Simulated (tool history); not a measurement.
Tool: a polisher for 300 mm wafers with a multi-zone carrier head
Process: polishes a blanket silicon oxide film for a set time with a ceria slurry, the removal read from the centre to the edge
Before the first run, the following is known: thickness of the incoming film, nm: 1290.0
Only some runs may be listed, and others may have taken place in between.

run	hour	flow of slurry (ml/min)	pressure of the head's centre zone	pressure of the head's middle zone	pressure of the head's edge zone	polishing time (s)	film removed at the wafer's centre (angstrom)	film removed at mid-radius (angstrom)	film removed at the wafer's edge (angstrom)
1	0.0	230	1.00	1.00	1.00	32	1127.5	1113.7	1084.60
2	6.9	230	1.02	1.02	0.97	29	1010.4	1038.3	961.67
3	10.1	230	1.02	1.02	0.97	32	1136.5	1156.5	1082.10
4	12.2	230	1.02	1.02	0.97	40	1436.6	1457.3	1332.50
5	18.0	230	1.05	1.03	0.94	36	1354.1	1298.0	1188.70
6	25.6	230	1.05	1.03	0.94	44	1633.7	1558.9	1467.50

Forecast run 7:
7	34.5	230	1.06	1.04	0.92	39	?	?	?

Run 7 came out at film removed at the wafer's centre (angstrom) 1449.2, film removed at mid-radius (angstrom) 1409.0, film removed at the wafer's edge (angstrom) 1257.50.
